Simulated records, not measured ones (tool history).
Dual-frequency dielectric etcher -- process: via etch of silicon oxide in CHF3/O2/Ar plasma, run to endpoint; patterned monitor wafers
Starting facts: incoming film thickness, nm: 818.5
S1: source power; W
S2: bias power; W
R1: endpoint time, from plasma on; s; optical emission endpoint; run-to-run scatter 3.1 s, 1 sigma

run  hour   S1   S2      R1
  1   0.0  720  190  385.77
  2   2.6  790  190  372.61
  3   4.7  920  190  358.57
  4   5.7  860  177  381.46
  5  13.4  900  177  376.16
  6  19.9  800  177  388.37
  7  23.0  760  171  402.74

What will run 8 give?
  8  24.2  730  168   ?

R1: 415.65 s
